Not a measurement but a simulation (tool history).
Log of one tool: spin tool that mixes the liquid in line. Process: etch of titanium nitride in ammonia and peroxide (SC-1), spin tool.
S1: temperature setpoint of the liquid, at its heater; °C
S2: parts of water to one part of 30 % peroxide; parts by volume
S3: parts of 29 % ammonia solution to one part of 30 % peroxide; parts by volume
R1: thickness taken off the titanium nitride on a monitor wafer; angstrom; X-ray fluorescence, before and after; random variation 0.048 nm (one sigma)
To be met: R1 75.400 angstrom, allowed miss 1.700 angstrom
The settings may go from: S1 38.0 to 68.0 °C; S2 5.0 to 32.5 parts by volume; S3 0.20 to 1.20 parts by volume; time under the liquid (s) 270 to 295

{"run": 1, "hour": 0.0, "S1": 52.0, "S2": 18.0, "S3": 1.0, "time under the liquid (s)": 270, "R1": 114.85}
{"run": 2, "hour": 2.1, "S1": 52.0, "S2": 18.0, "S3": 0.75, "time under the liquid (s)": 270, "R1": 110.01}
{"run": 3, "hour": 10.5, "S1": 51.0, "S2": 18.0, "S3": 0.75, "time under the liquid (s)": 270, "R1": 100.13}
{"run": 4, "hour": 13.7, "S1": 50.0, "S2": 18.0, "S3": 0.75, "time under the liquid (s)": 270, "R1": 93.76}
{"run": 5, "hour": 18.1, "S1": 57.0, "S2": 18.0, "S3": 0.75, "time under the liquid (s)": 270, "R1": 150.75}
{"run": 6, "hour": 21.0, "S1": 57.0, "S2": 18.0, "S3": 0.55, "time under the liquid (s)": 270, "R1": 143.83}
{"run": 7, "hour": 28.0, "S1": 55.0, "S2": 18.0, "S3": 0.55, "time under the liquid (s)": 270, "R1": 126.49}
{"run": 8, "hour": 29.2, "S1": 53.5, "S2": 18.0, "S3": 0.55, "time under the liquid (s)": 270, "R1": 111.73}
{"run": 9, "hour": 36.0, "S1": 52.5, "S2": 18.0, "S3": 0.55, "time under the liquid (s)": 270, "R1": 105.63}
{"run": 10, "hour": 40.0, "S1": 51.5, "S2": 18.0, "S3": 0.55, "time under the liquid (s)": 270, "R1": 98.634}
{"run": 11, "hour": 48.3, "S1": 50.5, "S2": 18.0, "S3": 0.55, "time under the liquid (s)": 270, "R1": 92.931}
{"run": 12, "hour": 51.5, "S1": 50.0, "S2": 18.0, "S3": 0.55, "time under the liquid (s)": 270, "R1": 89.617}
{"run": 13, "hour": 56.0, "S1": 49.5, "S2": 18.0, "S3": 0.55, "time under the liquid (s)": 270, "R1": 86.242}
{"run": 14, "hour": 60.2, "S1": 49.0, "S2": 18.0, "S3": 0.55, "time under the liquid (s)": 270, "R1": 82.76}
{"run": 15, "hour": 65.5, "S1": 48.5, "S2": 18.0, "S3": 0.55, "time under the liquid (s)": 270, "R1": 79.281}
{"run": 16, "hour": 72.7, "S1": 48.0, "S2": 18.0, "S3": 0.55, "time under the liquid (s)": 270, "R1": 77.948}

Which of these 4 next moves meets every target?
{"run": "A", "hour": 79.9, "S1": 47.0, "S2": 16.0, "S3": 0.5, "time under the liquid (s)": 270, "R1": "?"}
{"run": "B", "hour": 79.9, "S1": 44.0, "S2": 18.5, "S3": 1.0, "time under the liquid (s)": 295, "R1": "?"}
{"run": "C", "hour": 79.9, "S1": 49.0, "S2": 22.5, "S3": 0.5, "time under the liquid (s)": 270, "R1": "?"}
{"run": "D", "hour": 79.9, "S1": 47.5, "S2": 17.0, "S3": 0.45, "time under the liquid (s)": 295, "R1": "?"}

move=A R1=75.795
move=B R1=69.776
move=C R1=72.212
move=D R1=81.388
A: meets every target
B: takes the result that was furthest off past its target
C: takes the result that was furthest off past its target
D: further off than the last run
Move A is the one to make.
